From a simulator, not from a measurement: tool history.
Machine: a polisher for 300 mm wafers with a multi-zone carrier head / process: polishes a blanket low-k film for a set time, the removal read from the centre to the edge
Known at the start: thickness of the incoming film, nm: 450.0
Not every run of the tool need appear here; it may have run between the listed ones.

| run | day | flow of slurry (ml/min) | pressure of the head's centre zone | pressure of the head's middle zone | pressure of the head's edge zone | abrasive content of the slurry | polishing time (s) | film removed at the wafer's centre (nm) | film removed at mid-radius (nm) | film removed at the wafer's edge (nm) |
|---|---|---|---|---|---|---|---|---|---|---|
| 1 | 0.000 | 165 | 1.00 | 1.00 | 1.00 | 1.00 | 87 | 31.349 | 31.517 | 31.493 |
| 2 | 0.046 | 155 | 0.97 | 1.01 | 0.99 | 0.90 | 85 | 28.174 | 29.705 | 29.314 |
| 3 | 0.412 | 155 | 0.97 | 1.01 | 0.99 | 0.70 | 85 | 25.334 | 26.899 | 27.018 |
| 4 | 0.508 | 135 | 0.97 | 1.01 | 0.99 | 0.70 | 85 | 24.519 | 25.701 | 25.797 |
| 5 | 0.879 | 100 | 0.97 | 1.01 | 0.99 | 0.70 | 85 | 22.096 | 23.551 | 24.346 |
| 6 | 1.012 | 100 | 0.95 | 1.02 | 0.98 | 0.65 | 84 | 20.692 | 23.038 | 23.432 |
| 7 | 1.050 | 100 | 0.93 | 1.02 | 0.96 | 0.65 | 84 | 20.205 | 22.519 | 22.849 |
| 8 | 1.125 | 100 | 0.91 | 1.03 | 0.95 | 0.65 | 84 | 19.789 | 22.920 | 22.813 |
| 9 | 1.171 | 100 | 0.89 | 1.04 | 0.94 | 0.65 | 84 | 19.468 | 23.213 | 22.591 |
| 10 | 1.283 | 100 | 0.88 | 1.04 | 0.94 | 0.65 | 84 | 19.264 | 23.228 | 22.926 |
| 11 | 1.558 | 100 | 0.81 | 1.07 | 0.87 | 0.50 | 82 | 15.365 | 20.871 | 18.989 |
| 12 | 1.683 | 105 | 0.81 | 1.07 | 0.88 | 0.50 | 82 | 15.735 | 21.235 | 19.572 |

Predict the results of run 13:
| 13 | 1.904 | 110 | 0.81 | 1.07 | 0.88 | 0.50 | 82 | ? | ? | ? |

film removed at the wafer's centre (nm): 15.815
film removed at mid-radius (nm): 22.030
film removed at the wafer's edge (nm): 19.368

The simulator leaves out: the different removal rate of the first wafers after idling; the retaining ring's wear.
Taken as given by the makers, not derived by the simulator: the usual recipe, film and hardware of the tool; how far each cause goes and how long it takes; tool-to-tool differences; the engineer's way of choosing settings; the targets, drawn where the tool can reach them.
